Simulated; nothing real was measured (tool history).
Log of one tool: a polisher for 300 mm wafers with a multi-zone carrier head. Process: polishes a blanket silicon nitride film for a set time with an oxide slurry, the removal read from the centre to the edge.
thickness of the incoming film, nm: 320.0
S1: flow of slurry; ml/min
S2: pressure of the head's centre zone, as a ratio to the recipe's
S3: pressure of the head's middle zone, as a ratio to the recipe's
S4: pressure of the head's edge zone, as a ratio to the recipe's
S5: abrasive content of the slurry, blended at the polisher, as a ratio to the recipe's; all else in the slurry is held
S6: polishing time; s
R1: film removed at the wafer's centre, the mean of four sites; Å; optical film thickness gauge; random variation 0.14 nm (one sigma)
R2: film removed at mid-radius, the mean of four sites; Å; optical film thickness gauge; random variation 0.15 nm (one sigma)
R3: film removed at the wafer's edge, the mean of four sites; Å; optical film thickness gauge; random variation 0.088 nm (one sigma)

Run 1, day 0.000: S1 200 ml/min, S2 1.00, S3 1.00, S4 1.00, S5 1.00, S6 46 s. Result: R1 216.48 Å, R2 219.42 Å, R3 217.67 Å.
Run 2, day 0.242: S1 200 ml/min, S2 1.00, S3 1.00, S4 1.00, S5 1.00, S6 52 s. Result: R1 249.10 Å, R2 239.77 Å, R3 247.05 Å.
Run 3, day 0.604: S1 200 ml/min, S2 1.02, S3 0.99, S4 0.98, S5 0.95, S6 50 s. Result: R1 237.61 Å, R2 226.41 Å, R3 228.27 Å.
Run 4, day 0.642: S1 200 ml/min, S2 1.02, S3 1.03, S4 0.98, S5 0.95, S6 50 s. Result: R1 238.75 Å, R2 234.56 Å, R3 223.87 Å.
Run 5, day 0.742: S1 200 ml/min, S2 1.02, S3 1.03, S4 0.92, S5 0.95, S6 50 s. Result: R1 237.85 Å, R2 236.17 Å, R3 224.96 Å.
Run 6, day 1.067: S1 200 ml/min, S2 1.04, S3 1.02, S4 0.92, S5 0.90, S6 48 s. Result: R1 226.43 Å, R2 216.97 Å, R3 206.62 Å.
Run 7, day 1.154: S1 200 ml/min, S2 1.05, S3 1.02, S4 0.91, S5 0.85, S6 47 s. Result: R1 217.26 Å, R2 205.76 Å, R3 196.29 Å.
Run 8, day 1.283: S1 200 ml/min, S2 1.06, S3 1.02, S4 0.90, S5 0.80, S6 46 s. Result: R1 207.27 Å, R2 193.24 Å, R3 185.07 Å.
Run 9, day 1.608: S1 200 ml/min, S2 1.07, S3 1.03, S4 0.89, S5 0.75, S6 45 s. Result: R1 197.62 Å, R2 182.35 Å, R3 174.72 Å.
Run 10, day 1.808: S1 195 ml/min, S2 1.08, S3 1.04, S4 0.88, S5 0.70, S6 44 s. Result: R1 184.59 Å, R2 172.56 Å, R3 160.82 Å.

Run 11 comes next. What will it give?
Run 11, day 1.954: S1 185 ml/min, S2 1.09, S3 1.04, S4 0.87, S5 0.65, S6 44 s. Result: R1 ?, R2 ?, R3 ?.

{"run 11": {"R1": 177.52, "R2": 168.09, "R3": 153.27}}
